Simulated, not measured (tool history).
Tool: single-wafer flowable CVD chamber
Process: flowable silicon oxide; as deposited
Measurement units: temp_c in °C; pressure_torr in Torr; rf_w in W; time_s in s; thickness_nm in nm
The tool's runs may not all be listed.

Run 1, hour 0: temp_c 95 °C, pressure_torr 1.03 Torr, rf_w 1515 W, time_s 757 s. Result: thickness_nm 671.89 nm.
Run 2, hour 1.7: temp_c 96 °C, pressure_torr 1.03 Torr, rf_w 1515 W, time_s 757 s. Result: thickness_nm 649.08 nm.
Run 3, hour 8.2: temp_c 97 °C, pressure_torr 1.03 Torr, rf_w 1515 W, time_s 757 s. Result: thickness_nm 625.21 nm.
Run 4, hour 11.6: temp_c 98 °C, pressure_torr 1.03 Torr, rf_w 1515 W, time_s 757 s. Result: thickness_nm 603.51 nm.
Run 5, hour 19: temp_c 98 °C, pressure_torr 1.03 Torr, rf_w 1515 W, time_s 757 s. Result: thickness_nm 595.46 nm.
Run 6, hour 26.1: temp_c 99 °C, pressure_torr 1.03 Torr, rf_w 1515 W, time_s 757 s. Result: thickness_nm 576.32 nm.
Run 7, hour 28.5: temp_c 100 °C, pressure_torr 1.03 Torr, rf_w 1515 W, time_s 757 s. Result: thickness_nm 556.13 nm.

What does the tool deliver on the next run?
Run 8, hour 32.8: temp_c 101 °C, pressure_torr 1.03 Torr, rf_w 1515 W, time_s 757 s. Result: thickness_nm ?.

thickness_nm: 535.39 nm
